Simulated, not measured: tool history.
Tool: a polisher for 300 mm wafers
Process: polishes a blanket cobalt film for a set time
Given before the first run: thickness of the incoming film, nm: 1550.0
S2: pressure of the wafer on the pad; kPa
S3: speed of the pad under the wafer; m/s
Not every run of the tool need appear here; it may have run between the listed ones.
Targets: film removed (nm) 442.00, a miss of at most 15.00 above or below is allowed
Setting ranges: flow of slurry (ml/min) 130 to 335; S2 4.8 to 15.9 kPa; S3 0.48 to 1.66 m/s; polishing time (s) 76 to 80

Run 1, hour 0.0: flow of slurry (ml/min) 215, S2 10.3 kPa, S3 1.06 m/s, polishing time (s) 76. Result: film removed (nm) 314.67.
Run 2, hour 5.6: flow of slurry (ml/min) 215, S2 11.0 kPa, S3 1.06 m/s, polishing time (s) 76. Result: film removed (nm) 340.60.
Run 3, hour 7.2: flow of slurry (ml/min) 215, S2 11.0 kPa, S3 0.94 m/s, polishing time (s) 76. Result: film removed (nm) 293.61.
Run 4, hour 14.7: flow of slurry (ml/min) 215, S2 11.7 kPa, S3 0.94 m/s, polishing time (s) 76. Result: film removed (nm) 311.92.
Run 5, hour 18.8: flow of slurry (ml/min) 215, S2 11.7 kPa, S3 0.94 m/s, polishing time (s) 76. Result: film removed (nm) 315.23.
Run 6, hour 27.4: flow of slurry (ml/min) 215, S2 11.0 kPa, S3 0.94 m/s, polishing time (s) 76. Result: film removed (nm) 291.91.
Run 7, hour 35.9: flow of slurry (ml/min) 215, S2 11.7 kPa, S3 0.94 m/s, polishing time (s) 76. Result: film removed (nm) 319.43.
Run 8, hour 37.7: flow of slurry (ml/min) 225, S2 14.5 kPa, S3 0.96 m/s, polishing time (s) 76. Result: film removed (nm) 393.53.
Run 9, hour 43.8: flow of slurry (ml/min) 225, S2 15.2 kPa, S3 0.96 m/s, polishing time (s) 76. Result: film removed (nm) 402.94.

4 candidate next runs follow, results not yet known. Just one meets every target within its allowed miss. Identify it.
Run A, hour 49.9: flow of slurry (ml/min) 215, S2 15.2 kPa, S3 0.98 m/s, polishing time (s) 80. Result: film removed (nm) ?.
Run B, hour 49.9: flow of slurry (ml/min) 225, S2 13.8 kPa, S3 0.88 m/s, polishing time (s) 77. Result: film removed (nm) ?.
Run C, hour 49.9: flow of slurry (ml/min) 190, S2 13.8 kPa, S3 0.90 m/s, polishing time (s) 80. Result: film removed (nm) ?.
Run D, hour 49.9: flow of slurry (ml/min) 275, S2 13.8 kPa, S3 0.84 m/s, polishing time (s) 80. Result: film removed (nm) ?.

move  film removed (nm)
   A             432.43
   B             344.44
   C             359.27
   D             348.65
A: hits every target within its allowed miss
B: its largest miss is bigger than the last run's
C: its largest miss is bigger than the last run's
D: its largest miss is bigger than the last run's
Correct choice: A, which meets every target

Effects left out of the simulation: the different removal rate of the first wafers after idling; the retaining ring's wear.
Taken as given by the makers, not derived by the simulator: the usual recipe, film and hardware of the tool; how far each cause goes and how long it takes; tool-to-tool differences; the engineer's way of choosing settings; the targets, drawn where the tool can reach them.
